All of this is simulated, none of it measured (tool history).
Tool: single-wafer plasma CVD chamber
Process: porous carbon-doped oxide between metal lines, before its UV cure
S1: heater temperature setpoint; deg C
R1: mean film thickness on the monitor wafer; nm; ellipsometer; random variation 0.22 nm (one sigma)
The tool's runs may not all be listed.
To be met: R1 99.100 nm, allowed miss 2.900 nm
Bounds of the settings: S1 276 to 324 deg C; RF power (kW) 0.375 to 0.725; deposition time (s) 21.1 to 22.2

{"run": 1, "hour": 0.0, "S1": 300, "RF power (kW)": 0.55, "deposition time (s)": 22.2, "R1": 121.01}
{"run": 2, "hour": 3.0, "S1": 300, "RF power (kW)": 0.51, "deposition time (s)": 22.2, "R1": 113.46}
{"run": 3, "hour": 9.9, "S1": 304, "RF power (kW)": 0.5, "deposition time (s)": 22.2, "R1": 109.15}
{"run": 4, "hour": 13.2, "S1": 307, "RF power (kW)": 0.495, "deposition time (s)": 22.2, "R1": 106.6}
{"run": 5, "hour": 21.0, "S1": 298, "RF power (kW)": 0.495, "deposition time (s)": 22.2, "R1": 112.19}
{"run": 6, "hour": 22.2, "S1": 302, "RF power (kW)": 0.485, "deposition time (s)": 22.2, "R1": 107.13}
{"run": 7, "hour": 30.3, "S1": 302, "RF power (kW)": 0.485, "deposition time (s)": 22.2, "R1": 107.16}
{"run": 8, "hour": 37.6, "S1": 312, "RF power (kW)": 0.455, "deposition time (s)": 22.1, "R1": 95.034}
{"run": 9, "hour": 44.4, "S1": 311, "RF power (kW)": 0.455, "deposition time (s)": 22.1, "R1": 95.704}

5 next moves are on the table. One of them brings every result within its allowed miss. Which?
{"run": "A", "hour": 51.2, "S1": 299, "RF power (kW)": 0.445, "deposition time (s)": 21.9, "R1": "?"}
{"run": "B", "hour": 51.2, "S1": 314, "RF power (kW)": 0.455, "deposition time (s)": 21.1, "R1": "?"}
{"run": "C", "hour": 51.2, "S1": 314, "RF power (kW)": 0.47, "deposition time (s)": 21.1, "R1": "?"}
{"run": "D", "hour": 51.2, "S1": 310, "RF power (kW)": 0.43, "deposition time (s)": 22.2, "R1": "?"}
{"run": "E", "hour": 51.2, "S1": 303, "RF power (kW)": 0.42, "deposition time (s)": 21.5, "R1": "?"}

move=A R1=98.709
move=B R1=89.414
move=C R1=92.470
move=D R1=90.465
move=E R1=89.059
A: meets every target
B: further off than the last run
C: further off than the last run
D: further off than the last run
E: further off than the last run
Answer: A
